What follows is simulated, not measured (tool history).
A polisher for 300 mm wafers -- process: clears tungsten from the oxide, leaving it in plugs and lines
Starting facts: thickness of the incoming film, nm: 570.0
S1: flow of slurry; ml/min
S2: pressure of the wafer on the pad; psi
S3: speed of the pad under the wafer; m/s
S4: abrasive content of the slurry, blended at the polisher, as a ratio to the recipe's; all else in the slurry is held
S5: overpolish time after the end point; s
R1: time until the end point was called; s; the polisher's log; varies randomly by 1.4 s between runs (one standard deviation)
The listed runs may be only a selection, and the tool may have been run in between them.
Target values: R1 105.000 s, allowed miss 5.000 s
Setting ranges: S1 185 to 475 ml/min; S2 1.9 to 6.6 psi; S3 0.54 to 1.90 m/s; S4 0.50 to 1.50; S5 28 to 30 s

{"run": 1, "hour": 0.0, "S1": 305, "S2": 4.2, "S3": 1.22, "S4": 1.0, "S5": 28, "R1": 77.387}
{"run": 2, "hour": 6.5, "S1": 305, "S2": 4.2, "S3": 1.34, "S4": 1.0, "S5": 28, "R1": 71.36}
{"run": 3, "hour": 11.6, "S1": 305, "S2": 4.2, "S3": 1.52, "S4": 1.0, "S5": 28, "R1": 63.117}
{"run": 4, "hour": 13.4, "S1": 305, "S2": 4.2, "S3": 1.3, "S4": 1.0, "S5": 28, "R1": 72.818}
{"run": 5, "hour": 15.5, "S1": 305, "S2": 4.2, "S3": 1.3, "S4": 1.0, "S5": 28, "R1": 74.413}
{"run": 6, "hour": 20.4, "S1": 305, "S2": 4.2, "S3": 1.48, "S4": 1.0, "S5": 28, "R1": 64.026}
{"run": 7, "hour": 22.5, "S1": 305, "S2": 3.8, "S3": 1.46, "S4": 1.0, "S5": 28, "R1": 68.423}
{"run": 8, "hour": 26.4, "S1": 305, "S2": 3.4, "S3": 1.4, "S4": 1.0, "S5": 28, "R1": 77.269}
{"run": 9, "hour": 30.5, "S1": 305, "S2": 3.1, "S3": 1.38, "S4": 1.0, "S5": 28, "R1": 82.571}
{"run": 10, "hour": 34.0, "S1": 305, "S2": 2.9, "S3": 1.36, "S4": 1.0, "S5": 28, "R1": 87.35}
{"run": 11, "hour": 39.1, "S1": 305, "S2": 2.7, "S3": 1.36, "S4": 1.0, "S5": 28, "R1": 89.424}
{"run": 12, "hour": 40.5, "S1": 305, "S2": 2.5, "S3": 1.34, "S4": 1.0, "S5": 28, "R1": 94.815}
{"run": 13, "hour": 44.2, "S1": 305, "S2": 2.4, "S3": 1.34, "S4": 1.0, "S5": 28, "R1": 95.965}

Which single option among these 5 for the next run brings every result within its allowed miss of target? Just one does.
{"run": "A", "hour": 47.9, "S1": 280, "S2": 2.8, "S3": 1.38, "S4": 0.85, "S5": 28, "R1": "?"}
{"run": "B", "hour": 47.9, "S1": 265, "S2": 2.6, "S3": 1.54, "S4": 1.1, "S5": 28, "R1": "?"}
{"run": "C", "hour": 47.9, "S1": 315, "S2": 3.2, "S3": 1.24, "S4": 1.05, "S5": 30, "R1": "?"}
{"run": "D", "hour": 47.9, "S1": 305, "S2": 3.4, "S3": 0.98, "S4": 1.2, "S5": 30, "R1": "?"}
{"run": "E", "hour": 47.9, "S1": 295, "S2": 2.2, "S3": 1.42, "S4": 1.1, "S5": 28, "R1": "?"}

move=A R1=88.558
move=B R1=79.387
move=C R1=87.044
move=D R1=103.070
move=E R1=91.996
A: lands further from the targets than the last run did
B: lands further from the targets than the last run did
C: lands further from the targets than the last run did
D: each result inside its tolerance
E: lands further from the targets than the last run did
D is the move that brings every result within its allowed miss.
